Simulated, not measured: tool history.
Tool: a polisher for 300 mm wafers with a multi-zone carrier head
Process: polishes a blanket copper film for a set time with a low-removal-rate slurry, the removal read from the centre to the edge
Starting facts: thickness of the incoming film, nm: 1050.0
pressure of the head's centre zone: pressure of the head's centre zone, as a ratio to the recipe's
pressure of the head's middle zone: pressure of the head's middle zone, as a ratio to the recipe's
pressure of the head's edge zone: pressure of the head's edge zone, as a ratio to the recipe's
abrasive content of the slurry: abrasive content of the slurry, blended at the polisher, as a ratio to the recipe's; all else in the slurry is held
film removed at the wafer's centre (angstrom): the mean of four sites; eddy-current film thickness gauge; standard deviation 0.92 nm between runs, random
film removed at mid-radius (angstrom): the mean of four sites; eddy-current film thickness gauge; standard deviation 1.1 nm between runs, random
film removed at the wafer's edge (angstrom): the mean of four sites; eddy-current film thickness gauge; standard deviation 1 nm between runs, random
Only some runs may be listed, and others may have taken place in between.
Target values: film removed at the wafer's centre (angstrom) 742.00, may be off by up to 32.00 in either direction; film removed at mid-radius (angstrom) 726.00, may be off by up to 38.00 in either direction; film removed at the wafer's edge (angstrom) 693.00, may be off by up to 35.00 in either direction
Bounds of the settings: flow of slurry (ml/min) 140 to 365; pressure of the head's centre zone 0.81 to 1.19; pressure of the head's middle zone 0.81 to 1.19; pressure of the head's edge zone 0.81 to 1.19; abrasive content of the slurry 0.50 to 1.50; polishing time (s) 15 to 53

run,hour,flow of slurry (ml/min),pressure of the head's centre zone,pressure of the head's middle zone,pressure of the head's edge zone,abrasive content of the slurry,polishing time (s),film removed at the wafer's centre (angstrom),film removed at mid-radius (angstrom),film removed at the wafer's edge (angstrom)
1,0.0,235,1.00,1.00,1.00,1.00,34,945.80,956.18,973.18
2,6.7,235,1.03,1.00,1.00,1.00,34,976.77,961.57,958.28
3,13.1,235,1.03,1.00,0.99,0.90,33,925.89,887.33,912.67
4,14.2,235,1.03,1.00,1.05,0.90,33,940.40,916.82,919.13
5,19.8,235,1.03,1.01,1.05,0.85,32,906.83,872.73,884.41
6,24.6,235,1.03,1.01,1.05,0.90,32,889.47,881.62,900.85
7,31.5,235,1.03,1.03,1.03,0.85,31,854.64,835.64,851.85
8,32.5,240,1.04,1.06,1.03,0.80,30,842.43,853.60,826.72
9,37.0,240,1.04,1.07,1.02,0.75,29,811.38,820.76,764.66
10,46.0,240,1.04,1.07,1.02,0.75,29,796.10,802.38,780.14
11,52.7,240,1.04,1.07,1.02,0.75,29,800.39,831.24,768.61

Which one of the following 5 next-run settings gets every result inside its allowed miss? There is exactly one.
A,59.4,280,1.03,1.17,0.90,0.65,29,?,?,?
B,59.4,245,0.87,1.19,1.00,0.95,30,?,?,?
C,59.4,265,1.09,0.97,1.03,0.55,29,?,?,?
D,59.4,230,0.87,0.96,1.04,0.90,32,?,?,?
E,59.4,225,1.06,1.06,0.99,0.65,27,?,?,?

move,film removed at the wafer's centre (angstrom),film removed at mid-radius (angstrom),film removed at the wafer's edge (angstrom)
A,802.29,895.69,723.97
B,728.14,979.62,821.29
C,827.77,745.03,756.37
D,765.09,858.90,885.39
E,753.63,752.78,696.78
A: misses by more than the last run did
B: misses by more than the last run did
C: meets the target for the result that was furthest off, but another lies outside its allowed miss
D: misses by more than the last run did
E: every result within its allowed miss
E meets every target.
